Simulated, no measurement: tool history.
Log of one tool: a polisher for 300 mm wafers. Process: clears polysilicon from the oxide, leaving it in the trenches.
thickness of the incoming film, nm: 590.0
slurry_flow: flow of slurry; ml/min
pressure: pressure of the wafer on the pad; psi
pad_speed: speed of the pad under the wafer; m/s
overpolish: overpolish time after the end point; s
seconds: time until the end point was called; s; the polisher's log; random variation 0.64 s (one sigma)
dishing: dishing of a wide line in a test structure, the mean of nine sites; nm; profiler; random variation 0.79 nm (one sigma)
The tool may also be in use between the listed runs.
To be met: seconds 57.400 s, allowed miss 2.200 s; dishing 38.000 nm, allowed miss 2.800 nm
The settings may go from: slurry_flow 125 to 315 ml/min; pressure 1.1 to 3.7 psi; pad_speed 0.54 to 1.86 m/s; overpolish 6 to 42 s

run 1 hour=0.0 | slurry_flow=205 pressure=2.4 pad_speed=1.18 overpolish=21 | seconds=42.087 dishing=39.622
run 2 hour=3.0 | slurry_flow=205 pressure=2.3 pad_speed=1.18 overpolish=21 | seconds=43.840 dishing=41.655
run 3 hour=5.2 | slurry_flow=205 pressure=2.3 pad_speed=1.12 overpolish=20 | seconds=46.163 dishing=39.855
run 4 hour=7.0 | slurry_flow=205 pressure=2.2 pad_speed=1.10 overpolish=18 | seconds=48.812 dishing=40.943
run 5 hour=11.9 | slurry_flow=205 pressure=2.2 pad_speed=1.10 overpolish=13 | seconds=48.254 dishing=40.087
-- hour=18.2 worn pad replaced by a new one
run 6 hour=18.2 | slurry_flow=205 pressure=2.2 pad_speed=1.10 overpolish=6 | seconds=45.819 dishing=34.713
run 7 hour=22.5 | slurry_flow=205 pressure=2.1 pad_speed=1.10 overpolish=7 | seconds=47.293 dishing=34.116
run 8 hour=31.1 | slurry_flow=205 pressure=2.1 pad_speed=1.10 overpolish=8 | seconds=47.483 dishing=36.946
run 9 hour=40.0 | slurry_flow=205 pressure=2.0 pad_speed=1.10 overpolish=8 | seconds=49.464 dishing=36.631
run 10 hour=45.7 | slurry_flow=205 pressure=1.9 pad_speed=1.10 overpolish=8 | seconds=52.679 dishing=33.949
run 11 hour=53.4 | slurry_flow=205 pressure=1.9 pad_speed=1.08 overpolish=9 | seconds=53.577 dishing=36.822

4 next moves are on the table. One of them brings every result within its allowed miss. Which?
run A hour=61.1 | slurry_flow=195 pressure=2.0 pad_speed=1.04 overpolish=19 | seconds=? dishing=?
run B hour=61.1 | slurry_flow=205 pressure=2.0 pad_speed=1.12 overpolish=9 | seconds=? dishing=?
run C hour=61.1 | slurry_flow=290 pressure=1.8 pad_speed=1.20 overpolish=16 | seconds=? dishing=?
run D hour=61.1 | slurry_flow=185 pressure=2.1 pad_speed=0.90 overpolish=13 | seconds=? dishing=?

move=A seconds=52.266 dishing=39.056
move=B seconds=48.538 dishing=36.338
move=C seconds=48.491 dishing=38.908
move=D seconds=57.187 dishing=37.650
A: further off than the last run
B: further off than the last run
C: further off than the last run
D: meets every target
Answer: D
